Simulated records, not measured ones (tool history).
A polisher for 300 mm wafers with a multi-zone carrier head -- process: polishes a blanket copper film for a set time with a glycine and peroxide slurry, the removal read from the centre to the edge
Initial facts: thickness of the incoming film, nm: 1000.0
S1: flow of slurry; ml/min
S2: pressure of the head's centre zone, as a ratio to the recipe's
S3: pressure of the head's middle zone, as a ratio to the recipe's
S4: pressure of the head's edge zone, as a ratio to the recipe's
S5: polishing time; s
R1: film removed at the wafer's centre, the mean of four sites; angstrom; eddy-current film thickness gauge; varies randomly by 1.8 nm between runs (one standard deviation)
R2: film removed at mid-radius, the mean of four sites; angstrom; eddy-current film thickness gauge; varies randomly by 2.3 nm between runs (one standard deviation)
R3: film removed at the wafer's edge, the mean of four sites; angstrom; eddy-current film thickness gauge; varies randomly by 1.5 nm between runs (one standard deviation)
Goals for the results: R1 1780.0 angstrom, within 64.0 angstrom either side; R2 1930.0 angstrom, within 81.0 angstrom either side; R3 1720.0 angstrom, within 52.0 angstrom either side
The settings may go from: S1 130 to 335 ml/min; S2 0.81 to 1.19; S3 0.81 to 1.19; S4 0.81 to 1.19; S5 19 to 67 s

run,day,S1,S2,S3,S4,S5,R1,R2,R3
1,0.000,215,1.00,1.00,1.00,43,2428.2,2499.5,2550.1
2,0.054,215,1.00,1.00,1.00,53,3020.7,3119.5,3143.6
3,0.242,215,1.06,1.00,1.00,53,3227.0,3095.8,3117.9
4,0.546,165,1.06,1.00,1.00,53,3091.7,2998.7,3051.5
5,0.571,170,1.05,1.02,0.97,46,2695.7,2640.6,2618.1
6,0.871,175,1.03,1.04,0.94,41,2332.1,2400.2,2304.9
7,1.229,175,1.03,1.05,0.92,38,2154.6,2309.0,2074.6
8,1.350,175,1.02,1.03,0.90,36,2039.7,2071.2,2007.2
9,1.375,175,1.02,1.04,0.88,35,1960.1,2067.6,1917.1
10,1.508,160,1.01,1.02,0.81,32,1754.6,1855.0,1651.5

Consider the 5 candidate settings below. Which is the only one whose results all fall within their allowed miss of target?
A,1.642,175,1.00,0.94,0.81,30,?,?,?
B,1.642,160,1.08,1.12,0.81,30,?,?,?
C,1.642,235,0.97,1.03,0.82,32,?,?,?
D,1.642,160,1.08,0.98,0.85,31,?,?,?
E,1.642,130,1.07,1.06,0.81,31,?,?,?

move,R1,R2,R3
A,1658.5,1641.2,1595.0
B,1766.5,1832.5,1576.0
C,1792.6,1940.4,1758.3
D,1823.9,1721.2,1666.1
E,1735.9,1755.9,1588.4
A: the biggest miss grows against the last run
B: the biggest miss grows against the last run
C: each result inside its tolerance
D: the biggest miss grows against the last run
E: the biggest miss grows against the last run
The move that meets every target is C.
